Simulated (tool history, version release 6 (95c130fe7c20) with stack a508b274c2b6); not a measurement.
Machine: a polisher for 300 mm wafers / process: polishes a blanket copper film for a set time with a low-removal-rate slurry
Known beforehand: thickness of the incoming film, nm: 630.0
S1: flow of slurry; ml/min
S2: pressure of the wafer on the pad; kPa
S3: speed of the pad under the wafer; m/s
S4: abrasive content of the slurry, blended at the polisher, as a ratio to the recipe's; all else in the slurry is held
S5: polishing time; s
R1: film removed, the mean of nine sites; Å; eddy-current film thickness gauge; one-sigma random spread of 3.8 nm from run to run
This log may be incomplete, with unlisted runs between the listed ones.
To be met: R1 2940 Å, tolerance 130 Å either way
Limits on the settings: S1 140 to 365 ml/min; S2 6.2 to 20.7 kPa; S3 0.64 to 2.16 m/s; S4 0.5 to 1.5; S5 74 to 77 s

run	day	S1	S2	S3	S4	S5	R1
1	0	235	13.1	1.4	1	74	1953.4
2	0.196	235	13.1	1.06	1	74	1480.8
3	0.25	235	15.2	1.1	1	74	1774.4
4	0.317	235	16.5	1.14	1	74	2003.2
5	0.458	235	16.5	1.02	1	74	1813.9
6	0.5	235	17.9	1.08	1	74	2097.6
7	0.854	235	18.6	1.12	1	74	2229.9
8	1.054	235	19.3	1.16	1	74	2417.6
9	1.408	235	20	1.2	1	74	2595.7
10	1.596	235	20	1.22	1	74	2584.6

4 candidate next runs follow, results not yet known. Just one meets every target within its allowed miss. Identify it.
A	1.783	255	18.6	1	1.15	74	?
B	1.783	260	18.6	1.08	1.05	74	?
C	1.783	160	20	1.54	1	77	?
D	1.783	235	20.7	1.28	1	77	?

move	R1
A	2053.8
B	2173.6
C	3216.4
D	2897.4
A: moves away from the targets compared with the last run
B: moves away from the targets compared with the last run
C: takes the result that was furthest off past its target
D: all results in spec
The right move is D.

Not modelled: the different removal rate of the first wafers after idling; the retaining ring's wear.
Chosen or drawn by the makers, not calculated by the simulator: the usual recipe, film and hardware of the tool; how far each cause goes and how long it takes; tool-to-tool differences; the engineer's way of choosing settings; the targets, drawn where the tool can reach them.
